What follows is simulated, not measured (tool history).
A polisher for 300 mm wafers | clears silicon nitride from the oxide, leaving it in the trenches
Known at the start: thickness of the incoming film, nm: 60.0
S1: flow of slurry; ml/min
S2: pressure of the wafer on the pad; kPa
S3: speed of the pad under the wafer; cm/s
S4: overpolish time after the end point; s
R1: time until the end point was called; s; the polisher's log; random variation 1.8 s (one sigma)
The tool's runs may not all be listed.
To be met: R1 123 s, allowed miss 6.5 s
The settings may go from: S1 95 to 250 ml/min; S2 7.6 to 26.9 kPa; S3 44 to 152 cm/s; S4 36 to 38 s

{"run": 1, "day": 0.0, "S1": 160, "S2": 17.2, "S3": 98, "S4": 36, "R1": 92.852}
{"run": 2, "day": 0.296, "S1": 160, "S2": 16.5, "S3": 98, "S4": 36, "R1": 97.579}
{"run": 3, "day": 0.362, "S1": 160, "S2": 16.5, "S3": 98, "S4": 36, "R1": 96.006}
{"run": 4, "day": 0.479, "S1": 160, "S2": 16.5, "S3": 120, "S4": 36, "R1": 86.852}
{"run": 5, "day": 0.65, "S1": 160, "S2": 15.9, "S3": 120, "S4": 36, "R1": 88}
{"run": 6, "day": 0.833, "S1": 160, "S2": 15.2, "S3": 120, "S4": 36, "R1": 94.264}
{"run": 7, "day": 1.192, "S1": 160, "S2": 14.5, "S3": 120, "S4": 36, "R1": 96.987}
{"run": 8, "day": 1.308, "S1": 160, "S2": 13.8, "S3": 120, "S4": 36, "R1": 99.634}
{"run": 9, "day": 1.642, "S1": 160, "S2": 13.1, "S3": 120, "S4": 36, "R1": 107.59}

Which of these 4 next moves meets every target?
{"run": "A", "day": 1.975, "S1": 165, "S2": 11.7, "S3": 108, "S4": 36, "R1": "?"}
{"run": "B", "day": 1.975, "S1": 200, "S2": 9, "S3": 122, "S4": 38, "R1": "?"}
{"run": "C", "day": 1.975, "S1": 140, "S2": 11, "S3": 100, "S4": 38, "R1": "?"}
{"run": "D", "day": 1.975, "S1": 180, "S2": 11, "S3": 104, "S4": 36, "R1": "?"}

move=A R1=126.79
move=B R1=144.36
move=C R1=142.55
move=D R1=135.49
A: meets every target
B: takes the result that was furthest off past its target
C: takes the result that was furthest off past its target
D: takes the result that was furthest off past its target
Move A is the one to make.
